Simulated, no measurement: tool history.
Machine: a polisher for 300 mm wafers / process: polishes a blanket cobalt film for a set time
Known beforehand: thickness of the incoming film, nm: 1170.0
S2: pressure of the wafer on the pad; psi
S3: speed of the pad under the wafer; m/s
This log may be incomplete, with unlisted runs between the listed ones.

Run 1, hour 0: flow of slurry (ml/min) 175, S2 1.3 psi, S3 1.12 m/s, polishing time (s) 87. Result: film removed (Å) 3461.6.
Run 2, hour 3.5: flow of slurry (ml/min) 195, S2 1.3 psi, S3 1.12 m/s, polishing time (s) 87. Result: film removed (Å) 3528.8.
Run 3, hour 5.1: flow of slurry (ml/min) 195, S2 1.6 psi, S3 1.12 m/s, polishing time (s) 87. Result: film removed (Å) 4254.9.
Run 4, hour 12.1: flow of slurry (ml/min) 195, S2 1.6 psi, S3 1.26 m/s, polishing time (s) 87. Result: film removed (Å) 4692.3.
Run 5, hour 20.3: flow of slurry (ml/min) 195, S2 1.3 psi, S3 1.26 m/s, polishing time (s) 87. Result: film removed (Å) 3952.2.
Run 6, hour 25.5: flow of slurry (ml/min) 200, S2 1.4 psi, S3 1.26 m/s, polishing time (s) 87. Result: film removed (Å) 4149.5.
Run 7, hour 26.2: flow of slurry (ml/min) 200, S2 1.4 psi, S3 1.26 m/s, polishing time (s) 87. Result: film removed (Å) 4147.2.
Run 8, hour 28.5: flow of slurry (ml/min) 200, S2 1.5 psi, S3 1.26 m/s, polishing time (s) 87. Result: film removed (Å) 4419.5.

Run 9 has not been measured yet. What should we expect?
Run 9, hour 30.1: flow of slurry (ml/min) 200, S2 1.6 psi, S3 1.26 m/s, polishing time (s) 87. Result: film removed (Å) ?.

{"run 9": {"film removed (Å)": 4708.4}}
